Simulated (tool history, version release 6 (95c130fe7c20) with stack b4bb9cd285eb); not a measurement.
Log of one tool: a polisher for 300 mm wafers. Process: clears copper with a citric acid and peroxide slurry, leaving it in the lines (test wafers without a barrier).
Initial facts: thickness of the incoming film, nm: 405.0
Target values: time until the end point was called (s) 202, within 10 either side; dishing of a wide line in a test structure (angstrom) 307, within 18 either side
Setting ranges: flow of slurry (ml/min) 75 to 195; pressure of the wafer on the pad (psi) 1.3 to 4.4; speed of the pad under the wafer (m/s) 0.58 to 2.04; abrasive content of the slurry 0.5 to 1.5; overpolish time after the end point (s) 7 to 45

| run | day | flow of slurry (ml/min) | pressure of the wafer on the pad (psi) | speed of the pad under the wafer (m/s) | abrasive content of the slurry | overpolish time after the end point (s) | time until the end point was called (s) | dishing of a wide line in a test structure (angstrom) |
|---|---|---|---|---|---|---|---|---|
| 1 | 0 | 125 | 2.8 | 1.3 | 1 | 23 | 179.75 | 399.27 |
| 2 | 0.188 | 110 | 2.8 | 1.3 | 1 | 23 | 184.79 | 388.42 |
| 3 | 0.438 | 110 | 2.7 | 1.3 | 1 | 22 | 194.28 | 347.11 |
| 4 | 0.546 | 105 | 2.7 | 1.3 | 1 | 22 | 190.81 | 350.22 |
| 5 | 0.738 | 105 | 2.7 | 1.44 | 1 | 22 | 169.71 | 382.35 |
| 6 | 0.771 | 105 | 2.7 | 1.44 | 1 | 30 | 176.77 | 504.03 |
| 7 | 0.979 | 105 | 2.6 | 1.44 | 1 | 28 | 174.95 | 461.15 |
| 8 | 1.342 | 105 | 2.4 | 1.44 | 1 | 27 | 196.23 | 409.29 |
| 9 | 1.554 | 105 | 2.4 | 1.44 | 1 | 25 | 193.31 | 387.59 |
| 10 | 1.667 | 105 | 2.4 | 1.44 | 1 | 24 | 193.19 | 373.28 |

Of the 5 settings listed for the next run, only one would bring every result within its allowed miss of target. Which one?
| A | 1.779 | 110 | 2.2 | 1.3 | 1 | 23 | ? | ? |
| B | 1.779 | 160 | 2.7 | 1.36 | 0.9 | 34 | ? | ? |
| C | 1.779 | 110 | 1.9 | 1.7 | 1 | 21 | ? | ? |
| D | 1.779 | 110 | 2.5 | 1.32 | 1 | 35 | ? | ? |
| E | 1.779 | 110 | 2.2 | 1.36 | 0.9 | 20 | ? | ? |

| move | time until the end point was called (s) | dishing of a wide line in a test structure (angstrom) |
|---|---|---|
| A | 225.61 | 303.78 |
| B | 168.01 | 560.82 |
| C | 200.5 | 309.09 |
| D | 196.52 | 500.74 |
| E | 219.91 | 273.63 |
A: brings the result that was furthest off to its target, and leaves another outside
B: lands further from the targets than the last run did
C: meets every target
D: lands further from the targets than the last run did
E: carries the result that was furthest off beyond its target, to the other side
C meets every target.
